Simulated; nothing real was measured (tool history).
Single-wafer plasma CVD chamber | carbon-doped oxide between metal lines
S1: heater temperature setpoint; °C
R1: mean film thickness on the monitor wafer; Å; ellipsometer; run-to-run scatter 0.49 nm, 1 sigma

Run 1, hour 0.0: S1 325 °C, chamber pressure (Pa) 781, RF power (kW) 0.560, deposition time (s) 30.1. Result: R1 1853.0 Å.
Run 2, hour 6.8: S1 329 °C, chamber pressure (Pa) 745, RF power (kW) 0.530, deposition time (s) 30.1. Result: R1 1730.5 Å.
Run 3, hour 7.5: S1 329 °C, chamber pressure (Pa) 856, RF power (kW) 0.530, deposition time (s) 30.1. Result: R1 1759.1 Å.
Run 4, hour 12.9: S1 322 °C, chamber pressure (Pa) 856, RF power (kW) 0.530, deposition time (s) 30.1. Result: R1 1805.2 Å.
Run 5, hour 17.4: S1 322 °C, chamber pressure (Pa) 904, RF power (kW) 0.530, deposition time (s) 30.1. Result: R1 1823.1 Å.
Run 6, hour 22.1: S1 322 °C, chamber pressure (Pa) 904, RF power (kW) 0.570, deposition time (s) 30.1. Result: R1 1928.6 Å.
Run 7, hour 25.1: S1 334 °C, chamber pressure (Pa) 748, RF power (kW) 0.480, deposition time (s) 30.1. Result: R1 1567.7 Å.
Run 8, hour 26.0: S1 336 °C, chamber pressure (Pa) 723, RF power (kW) 0.475, deposition time (s) 30.1. Result: R1 1543.9 Å.
Run 9, hour 27.6: S1 338 °C, chamber pressure (Pa) 700, RF power (kW) 0.470, deposition time (s) 30.1. Result: R1 1505.1 Å.
Run 10, hour 35.4: S1 340 °C, chamber pressure (Pa) 687, RF power (kW) 0.470, deposition time (s) 30.1. Result: R1 1492.0 Å.
Run 11, hour 41.8: S1 341 °C, chamber pressure (Pa) 673, RF power (kW) 0.470, deposition time (s) 30.1. Result: R1 1482.8 Å.
Run 12, hour 46.4: S1 342 °C, chamber pressure (Pa) 660, RF power (kW) 0.470, deposition time (s) 30.1. Result: R1 1471.1 Å.
Run 13, hour 51.0: S1 343 °C, chamber pressure (Pa) 649, RF power (kW) 0.470, deposition time (s) 30.1. Result: R1 1461.3 Å.
Run 14, hour 56.3: S1 344 °C, chamber pressure (Pa) 640, RF power (kW) 0.470, deposition time (s) 30.1. Result: R1 1448.2 Å.

Run 15, settings as shown, results not yet in. Your forecast:
Run 15, hour 63.1: S1 349 °C, chamber pressure (Pa) 579, RF power (kW) 0.460, deposition time (s) 30.1. Result: R1 ?.

Run 15 came out at R1 1373.9 Å.
